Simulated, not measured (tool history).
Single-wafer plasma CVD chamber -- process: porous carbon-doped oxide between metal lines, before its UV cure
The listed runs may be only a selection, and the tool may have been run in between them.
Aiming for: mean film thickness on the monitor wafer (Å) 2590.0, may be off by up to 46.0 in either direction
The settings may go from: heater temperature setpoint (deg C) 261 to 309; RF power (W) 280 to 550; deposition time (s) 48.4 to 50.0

run,hour,heater temperature setpoint (deg C),RF power (W),deposition time (s),mean film thickness on the monitor wafer (Å)
1,0.0,285,415,48.4,2393.8
2,3.2,282,415,48.4,2439.8
3,11.4,280,415,48.4,2459.6
4,20.3,280,360,48.4,2211.1
5,24.9,280,360,50.0,2250.6
6,29.5,276,365,50.0,2365.2
7,37.5,273,365,50.0,2392.9
8,38.5,270,370,50.0,2478.3

Which one of the following 5 next-run settings gets every result inside its allowed miss? There is exactly one.
A,39.5,272,385,49.4,?
B,39.5,261,330,49.3,?
C,39.5,279,380,49.1,?
D,39.5,267,395,48.9,?
E,39.5,273,380,48.5,?

move,mean film thickness on the monitor wafer (Å)
A,2494.8
B,2332.3
C,2353.8
D,2599.6
E,2408.8
A: nearer the targets than the last run, but a result is still out of spec
B: moves away from the targets compared with the last run
C: moves away from the targets compared with the last run
D: meets every target
E: moves away from the targets compared with the last run
D meets every target.
